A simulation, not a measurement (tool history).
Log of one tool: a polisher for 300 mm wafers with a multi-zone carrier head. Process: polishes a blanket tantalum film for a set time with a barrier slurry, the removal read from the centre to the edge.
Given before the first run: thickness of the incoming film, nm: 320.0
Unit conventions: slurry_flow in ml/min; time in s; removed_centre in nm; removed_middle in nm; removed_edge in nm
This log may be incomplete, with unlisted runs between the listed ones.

run,hour,slurry_flow,centre_zone,middle_zone,edge_zone,slurry_solids,time,removed_centre,removed_middle,removed_edge
1,0,230,1,1,1,1,79,82.272,82.731,85.593
2,9,230,1.01,1.01,0.96,0.85,75,75.496,77.511,76.66
3,10.2,230,1.01,1.08,0.96,0.85,75,75.211,82.649,76.281
4,17.4,230,1.03,1.06,0.93,0.75,72,68.563,73.071,70.877
5,25.8,230,1.03,1.15,0.93,0.75,72,71.947,80.21,70.579
6,31.1,230,1.06,1.14,0.91,0.7,70,69.743,74.973,66.027
7,35.5,225,1.07,1.12,0.89,0.65,70,66.884,74.003,64.418
8,38.2,225,1.1,1.08,0.88,0.6,69,66.342,67.242,60.14

For run 9, what comes out?
9,42.7,220,1.1,1.07,0.88,0.6,69,?,?,?

{"run 9": {"removed_centre": 66.983, "removed_middle": 65.531, "removed_edge": 61.671}}

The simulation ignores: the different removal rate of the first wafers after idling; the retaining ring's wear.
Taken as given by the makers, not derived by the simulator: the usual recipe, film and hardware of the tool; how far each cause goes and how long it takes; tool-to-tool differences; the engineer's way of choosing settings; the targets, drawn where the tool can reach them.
